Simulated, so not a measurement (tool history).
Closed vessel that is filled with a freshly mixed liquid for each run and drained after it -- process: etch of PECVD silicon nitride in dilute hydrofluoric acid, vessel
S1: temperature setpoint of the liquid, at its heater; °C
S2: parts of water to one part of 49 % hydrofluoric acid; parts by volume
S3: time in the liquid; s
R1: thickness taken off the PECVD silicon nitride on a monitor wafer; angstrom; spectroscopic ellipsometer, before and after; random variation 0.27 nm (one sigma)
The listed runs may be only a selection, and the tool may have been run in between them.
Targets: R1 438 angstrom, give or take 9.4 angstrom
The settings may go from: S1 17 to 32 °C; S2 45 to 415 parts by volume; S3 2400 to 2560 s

Run 1, day 0: S1 24 °C, S2 230 parts by volume, S3 2400 s. Result: R1 162.4 angstrom.
Run 2, day 0.029: S1 25 °C, S2 215 parts by volume, S3 2400 s. Result: R1 184.76 angstrom.
Run 3, day 0.133: S1 26 °C, S2 200 parts by volume, S3 2400 s. Result: R1 209.58 angstrom.
Run 4, day 0.3: S1 27 °C, S2 185 parts by volume, S3 2400 s. Result: R1 244.19 angstrom.
Run 5, day 0.521: S1 27.5 °C, S2 175 parts by volume, S3 2400 s. Result: R1 263.56 angstrom.
Run 6, day 0.583: S1 28 °C, S2 170 parts by volume, S3 2400 s. Result: R1 280.52 angstrom.
Run 7, day 0.742: S1 32 °C, S2 120 parts by volume, S3 2405 s. Result: R1 512.11 angstrom.
Run 8, day 0.883: S1 31.5 °C, S2 120 parts by volume, S3 2405 s. Result: R1 493.1 angstrom.
Run 9, day 1.038: S1 30.5 °C, S2 120 parts by volume, S3 2405 s. Result: R1 469.09 angstrom.
Run 10, day 1.333: S1 30 °C, S2 120 parts by volume, S3 2405 s. Result: R1 451.98 angstrom.

Exercise: of the 4 proposed moves below, exactly one satisfies all targets within the stated allowed misses. Which move is it?
Run A, day 1.629: S1 30 °C, S2 120 parts by volume, S3 2500 s. Result: R1 ?.
Run B, day 1.629: S1 25.5 °C, S2 85 parts by volume, S3 2465 s. Result: R1 ?.
Run C, day 1.629: S1 29 °C, S2 120 parts by volume, S3 2495 s. Result: R1 ?.
Run D, day 1.629: S1 29.5 °C, S2 120 parts by volume, S3 2560 s. Result: R1 ?.

move      R1
   A  474.11
   B  491.32
   C  444.04
   D  470.34
A: misses by more than the last run did
B: misses by more than the last run did
C: meets every target
D: misses by more than the last run did
So the answer is move C, the one that meets all the targets.

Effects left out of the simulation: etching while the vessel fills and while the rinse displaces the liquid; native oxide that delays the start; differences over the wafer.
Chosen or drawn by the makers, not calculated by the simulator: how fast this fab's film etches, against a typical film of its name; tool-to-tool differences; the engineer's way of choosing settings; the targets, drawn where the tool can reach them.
